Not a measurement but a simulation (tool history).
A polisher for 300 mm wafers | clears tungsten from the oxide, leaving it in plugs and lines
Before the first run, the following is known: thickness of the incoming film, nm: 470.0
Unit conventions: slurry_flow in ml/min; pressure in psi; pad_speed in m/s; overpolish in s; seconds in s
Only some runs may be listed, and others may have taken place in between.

run 1 day=0 | slurry_flow=120 pressure=3.6 pad_speed=0.9 slurry_solids=1 overpolish=48 | seconds=110.75
run 2 day=0.242 | slurry_flow=120 pressure=3.9 pad_speed=0.9 slurry_solids=1 overpolish=48 | seconds=105.66
run 3 day=0.446 | slurry_flow=120 pressure=4.3 pad_speed=0.9 slurry_solids=1 overpolish=48 | seconds=94.257
run 4 day=0.692 | slurry_flow=120 pressure=4.5 pad_speed=0.9 slurry_solids=1 overpolish=48 | seconds=93.078
run 5 day=0.75 | slurry_flow=120 pressure=4.5 pad_speed=0.9 slurry_solids=1 overpolish=48 | seconds=92.449
run 6 day=1.071 | slurry_flow=120 pressure=4.7 pad_speed=0.9 slurry_solids=1 overpolish=48 | seconds=88.874
run 7 day=1.104 | slurry_flow=120 pressure=4.9 pad_speed=0.9 slurry_solids=1 overpolish=48 | seconds=85.926

Estimate the outcome of run 8 from the log above:
run 8 day=1.238 | slurry_flow=120 pressure=5.1 pad_speed=0.9 slurry_solids=1 overpolish=48 | seconds=?

Run 8 came out at seconds 83.253 s.
